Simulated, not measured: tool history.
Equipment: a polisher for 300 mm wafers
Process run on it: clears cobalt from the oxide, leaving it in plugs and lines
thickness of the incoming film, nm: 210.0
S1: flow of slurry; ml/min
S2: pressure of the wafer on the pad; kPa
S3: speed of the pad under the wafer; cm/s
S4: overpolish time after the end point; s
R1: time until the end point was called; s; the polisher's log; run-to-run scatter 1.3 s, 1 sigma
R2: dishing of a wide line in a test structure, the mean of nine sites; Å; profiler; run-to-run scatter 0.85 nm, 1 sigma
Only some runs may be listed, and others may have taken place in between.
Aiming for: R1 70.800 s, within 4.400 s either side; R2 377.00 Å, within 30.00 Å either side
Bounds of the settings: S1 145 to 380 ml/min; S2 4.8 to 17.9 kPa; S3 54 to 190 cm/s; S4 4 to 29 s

{"run": 1, "hour": 0.0, "S1": 245, "S2": 11.0, "S3": 122, "S4": 15, "R1": 39.706, "R2": 459.22}
{"run": 2, "hour": 4.3, "S1": 215, "S2": 11.0, "S3": 122, "S4": 15, "R1": 38.433, "R2": 441.31}
{"run": 3, "hour": 7.9, "S1": 215, "S2": 11.0, "S3": 136, "S4": 15, "R1": 34.656, "R2": 473.0}
{"run": 4, "hour": 14.0, "S1": 215, "S2": 10.3, "S3": 132, "S4": 15, "R1": 37.871, "R2": 429.34}
{"run": 5, "hour": 20.4, "S1": 175, "S2": 10.3, "S3": 132, "S4": 15, "R1": 40.675, "R2": 426.47}
{"run": 6, "hour": 22.3, "S1": 175, "S2": 10.3, "S3": 122, "S4": 15, "R1": 43.032, "R2": 417.18}
{"run": 7, "hour": 26.4, "S1": 175, "S2": 9.7, "S3": 120, "S4": 16, "R1": 46.161, "R2": 421.14}
{"run": 8, "hour": 31.6, "S1": 175, "S2": 9.0, "S3": 118, "S4": 16, "R1": 49.493, "R2": 399.16}
{"run": 9, "hour": 38.1, "S1": 175, "S2": 9.0, "S3": 118, "S4": 16, "R1": 50.979, "R2": 415.74}
{"run": 10, "hour": 41.4, "S1": 175, "S2": 8.3, "S3": 118, "S4": 16, "R1": 54.274, "R2": 406.54}
{"run": 11, "hour": 48.9, "S1": 175, "S2": 7.6, "S3": 118, "S4": 16, "R1": 58.494, "R2": 377.9}
{"run": 12, "hour": 51.0, "S1": 175, "S2": 6.9, "S3": 116, "S4": 18, "R1": 64.517, "R2": 390.49}

Exactly one of the 5 candidate moves below puts every result within its allowed miss. Which one?
{"run": "A", "hour": 53.1, "S1": 145, "S2": 10.3, "S3": 94, "S4": 16, "R1": "?", "R2": "?"}
{"run": "B", "hour": 53.1, "S1": 150, "S2": 6.9, "S3": 130, "S4": 17, "R1": "?", "R2": "?"}
{"run": "C", "hour": 53.1, "S1": 190, "S2": 9.0, "S3": 84, "S4": 19, "R1": "?", "R2": "?"}
{"run": "D", "hour": 53.1, "S1": 160, "S2": 6.2, "S3": 142, "S4": 11, "R1": "?", "R2": "?"}
{"run": "E", "hour": 53.1, "S1": 170, "S2": 7.6, "S3": 122, "S4": 16, "R1": "?", "R2": "?"}

move=A R1=56.251 R2=384.40
move=B R1=58.528 R2=388.90
move=C R1=67.714 R2=382.62
move=D R1=58.039 R2=300.91
move=E R1=55.867 R2=385.91
A: moves away from the targets compared with the last run
B: moves away from the targets compared with the last run
C: all results land within tolerance of their targets
D: moves away from the targets compared with the last run
E: moves away from the targets compared with the last run
Correct choice: C, which meets every target

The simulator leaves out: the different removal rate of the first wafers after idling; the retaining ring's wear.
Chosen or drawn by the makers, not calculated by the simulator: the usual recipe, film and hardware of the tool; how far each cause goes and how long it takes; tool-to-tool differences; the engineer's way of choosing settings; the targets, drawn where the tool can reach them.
